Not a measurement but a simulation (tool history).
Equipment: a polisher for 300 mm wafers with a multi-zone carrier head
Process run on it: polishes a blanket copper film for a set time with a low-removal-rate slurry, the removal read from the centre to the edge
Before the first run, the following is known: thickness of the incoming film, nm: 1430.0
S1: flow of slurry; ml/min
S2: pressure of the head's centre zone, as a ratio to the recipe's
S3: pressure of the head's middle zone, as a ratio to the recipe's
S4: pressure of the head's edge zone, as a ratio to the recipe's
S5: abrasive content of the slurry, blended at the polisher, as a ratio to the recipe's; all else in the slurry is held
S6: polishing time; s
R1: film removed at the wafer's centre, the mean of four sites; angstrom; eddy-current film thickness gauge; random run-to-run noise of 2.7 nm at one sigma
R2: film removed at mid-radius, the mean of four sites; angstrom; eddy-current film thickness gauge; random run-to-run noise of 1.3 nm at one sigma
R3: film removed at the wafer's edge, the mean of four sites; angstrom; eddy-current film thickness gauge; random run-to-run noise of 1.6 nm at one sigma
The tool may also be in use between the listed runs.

run 1 day=0.000 | S1=185 S2=1.00 S3=1.00 S4=1.00 S5=1.00 S6=78 | R1=2441.1 R2=2330.8 R3=2379.5
run 2 day=0.175 | S1=185 S2=0.94 S3=1.00 S4=1.00 S5=1.00 S6=78 | R1=2201.4 R2=2319.8 R3=2392.6
run 3 day=0.208 | S1=185 S2=0.94 S3=1.03 S4=1.00 S5=1.00 S6=78 | R1=2320.0 R2=2363.1 R3=2383.4
run 4 day=0.462 | S1=180 S2=0.98 S3=1.00 S4=0.99 S5=0.90 S6=76 | R1=2274.9 R2=2195.4 R3=2239.3
run 5 day=0.696 | S1=180 S2=0.98 S3=1.05 S4=0.99 S5=0.90 S6=76 | R1=2234.1 R2=2263.3 R3=2258.4
run 6 day=0.854 | S1=175 S2=0.99 S3=1.02 S4=0.98 S5=0.85 S6=75 | R1=2225.4 R2=2168.3 R3=2170.1
run 7 day=1.212 | S1=175 S2=0.99 S3=1.02 S4=0.98 S5=0.85 S6=75 | R1=2233.2 R2=2145.4 R3=2177.3
run 8 day=1.321 | S1=170 S2=0.99 S3=0.99 S4=0.96 S5=0.80 S6=75 | R1=2165.8 R2=2091.8 R3=2120.1

What will run 9 give?
run 9 day=1.479 | S1=165 S2=1.00 S3=0.96 S4=0.96 S5=0.75 S6=74 | R1=? R2=? R3=?

{"run 9": {"R1": 2137.6, "R2": 1955.7, "R3": 2052.7}}
